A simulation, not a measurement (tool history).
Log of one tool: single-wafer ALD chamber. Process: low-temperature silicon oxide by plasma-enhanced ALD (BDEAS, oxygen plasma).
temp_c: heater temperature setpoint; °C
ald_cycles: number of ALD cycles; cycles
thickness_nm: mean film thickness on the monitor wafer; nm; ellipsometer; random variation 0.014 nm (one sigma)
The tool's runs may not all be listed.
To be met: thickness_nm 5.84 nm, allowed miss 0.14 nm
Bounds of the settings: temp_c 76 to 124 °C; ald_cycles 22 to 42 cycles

run  hour  temp_c  ald_cycles  thickness_nm
  1     0     100          32         4.787
  2   2.4      98          34        5.0997
  3   8.1      98          30        4.5124
  4    13      96          33        4.9783
  5  15.9      96          30        4.5272
  6  18.5      94          33        5.0248
  7  20.4      92          34        5.1991
  8  24.2      91          35        5.3914
  9  28.8      90          36        5.5235
 10  36.5      90          36         5.528

5 next moves are on the table. One of them brings every result within its allowed miss. Which?
  A  44.2      99          36             ?
  B  44.2      88          34             ?
  C  44.2      88          35             ?
  D  44.2      91          33             ?
  E  44.2      79          37             ?

move  thickness_nm
   A         5.405
   B        5.2826
   C         5.438
   D        5.0802
   E         5.907
A: further off than the last run
B: further off than the last run
C: further off than the last run
D: further off than the last run
E: meets every target
Move E is the one to make.
